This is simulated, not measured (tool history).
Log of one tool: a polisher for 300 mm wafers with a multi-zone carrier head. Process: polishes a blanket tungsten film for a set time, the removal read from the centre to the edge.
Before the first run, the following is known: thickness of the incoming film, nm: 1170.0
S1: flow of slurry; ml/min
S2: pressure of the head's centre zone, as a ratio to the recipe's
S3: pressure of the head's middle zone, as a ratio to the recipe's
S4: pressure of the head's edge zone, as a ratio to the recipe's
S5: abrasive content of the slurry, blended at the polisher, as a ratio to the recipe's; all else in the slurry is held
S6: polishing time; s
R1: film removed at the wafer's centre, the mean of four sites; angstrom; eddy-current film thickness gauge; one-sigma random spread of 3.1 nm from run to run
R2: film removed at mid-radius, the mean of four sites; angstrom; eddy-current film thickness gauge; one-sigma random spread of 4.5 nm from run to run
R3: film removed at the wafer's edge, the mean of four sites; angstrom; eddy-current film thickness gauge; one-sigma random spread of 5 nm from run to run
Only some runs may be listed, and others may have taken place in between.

| run | hour | S1 | S2 | S3 | S4 | S5 | S6 | R1 | R2 | R3 |
|---|---|---|---|---|---|---|---|---|---|---|
| 1 | 0 | 200 | 1 | 1 | 1 | 1 | 76 | 3274 | 3231.8 | 3119.5 |
| 2 | 6.2 | 200 | 1 | 1.08 | 1 | 1 | 76 | 3320.9 | 3416.4 | 3171.7 |
| 3 | 11 | 200 | 0.95 | 1.08 | 1 | 1 | 76 | 3187.6 | 3459.4 | 3097 |
| 4 | 16.7 | 245 | 0.95 | 1.08 | 1 | 1 | 76 | 3244.7 | 3505 | 3334 |
| 5 | 22.8 | 245 | 0.95 | 1.16 | 1 | 1 | 76 | 3245.5 | 3739.5 | 3259.6 |
| 6 | 27.6 | 255 | 0.96 | 1.15 | 1.03 | 1.05 | 76 | 3353.2 | 3776.6 | 3302.3 |
| 7 | 32.3 | 265 | 0.95 | 1.11 | 1.03 | 1.1 | 78 | 3433.6 | 3810.2 | 3585.1 |

The next listed run, before its measurement:
| 8 | 37.1 | 270 | 0.96 | 1.1 | 1.04 | 1.15 | 78 | ? | ? | ? |

{"run 8": {"R1": 3498.4, "R2": 3833.9, "R3": 3548.8}}
